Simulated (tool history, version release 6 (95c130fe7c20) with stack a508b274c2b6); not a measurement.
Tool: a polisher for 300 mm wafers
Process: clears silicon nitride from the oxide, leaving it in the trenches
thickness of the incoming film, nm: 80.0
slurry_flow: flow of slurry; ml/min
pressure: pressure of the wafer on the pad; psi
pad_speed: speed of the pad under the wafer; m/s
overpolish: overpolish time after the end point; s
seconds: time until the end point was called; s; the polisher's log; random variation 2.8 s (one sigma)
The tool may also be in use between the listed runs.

Run 1, day 0: slurry_flow 250 ml/min, pressure 3.1 psi, pad_speed 0.82 m/s, overpolish 5 s. Result: seconds 112.95 s.
Run 2, day 0.075: slurry_flow 250 ml/min, pressure 3.1 psi, pad_speed 0.9 m/s, overpolish 5 s. Result: seconds 105.02 s.
Run 3, day 0.229: slurry_flow 250 ml/min, pressure 2.9 psi, pad_speed 0.88 m/s, overpolish 5 s. Result: seconds 109.15 s.
Run 4, day 0.346: slurry_flow 190 ml/min, pressure 2.9 psi, pad_speed 0.88 m/s, overpolish 5 s. Result: seconds 115.98 s.
Run 5, day 0.479: slurry_flow 190 ml/min, pressure 2.7 psi, pad_speed 0.86 m/s, overpolish 5 s. Result: seconds 124.83 s.
Run 6, day 0.746: slurry_flow 190 ml/min, pressure 2.6 psi, pad_speed 0.84 m/s, overpolish 5 s. Result: seconds 129.35 s.

The next listed run, before its measurement:
Run 7, day 0.912: slurry_flow 190 ml/min, pressure 2.5 psi, pad_speed 0.82 m/s, overpolish 5 s. Result: seconds ?.

Run 7 gave seconds 132.81 s.
